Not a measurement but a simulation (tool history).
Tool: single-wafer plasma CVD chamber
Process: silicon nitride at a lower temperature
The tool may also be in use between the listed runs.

run,hour,heater temperature setpoint (K),chamber pressure (Torr),RF power (W),deposition time (s),mean film thickness on the monitor wafer (Å)
1,0,603.15,1.71,355,14.7,204.14
2,6.9,595.15,1.71,355,14.7,203.76
3,8.4,595.15,1.42,355,14.7,193.45
4,10.8,584.15,1.42,355,14.7,194.81
5,13.7,584.15,1.4,355,14.7,193.39
6,16.6,584.15,1.4,395,14.7,212.17
7,23.1,584.15,1.36,390,14.7,208.67
8,28.4,584.15,1.33,385,14.7,205.01
9,30,584.15,1.3,380,14.7,201.55
10,32.1,584.15,1.27,380,14.7,200.68
11,38.5,584.15,1.03,350,14.7,174.84

Forecast run 12:
12,40.4,584.15,1.03,350,14.7,?

Run 12 gave mean film thickness on the monitor wafer (Å) 175.22.
